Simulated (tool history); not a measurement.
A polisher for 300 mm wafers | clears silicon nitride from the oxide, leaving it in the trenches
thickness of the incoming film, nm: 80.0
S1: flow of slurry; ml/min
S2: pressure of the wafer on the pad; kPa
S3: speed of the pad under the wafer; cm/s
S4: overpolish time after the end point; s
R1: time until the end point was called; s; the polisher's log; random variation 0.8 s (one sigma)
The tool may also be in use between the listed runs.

Run 1, hour 0: S1 160 ml/min, S2 14.5 kPa, S3 120 cm/s, S4 47 s. Result: R1 88.546 s.
Run 2, hour 4.4: S1 160 ml/min, S2 16.5 kPa, S3 122 cm/s, S4 47 s. Result: R1 78.269 s.
Run 3, hour 11.4: S1 160 ml/min, S2 18.6 kPa, S3 124 cm/s, S4 47 s. Result: R1 68.956 s.
Run 4, hour 18.7: S1 125 ml/min, S2 18.6 kPa, S3 124 cm/s, S4 47 s. Result: R1 75.724 s.
At hour 24.8: slurry nozzle cleaned.
Run 5, hour 24.8: S1 150 ml/min, S2 19.3 kPa, S3 124 cm/s, S4 47 s. Result: R1 61.932 s.
Run 6, hour 33.7: S1 150 ml/min, S2 16.5 kPa, S3 124 cm/s, S4 47 s. Result: R1 72.326 s.
Run 7, hour 39.3: S1 155 ml/min, S2 17.9 kPa, S3 126 cm/s, S4 47 s. Result: R1 64.9 s.

Run 8 comes next. What will it give?
Run 8, hour 44.7: S1 165 ml/min, S2 17.9 kPa, S3 126 cm/s, S4 47 s. Result: R1 ?.

Run 8 gave R1 63.482 s.
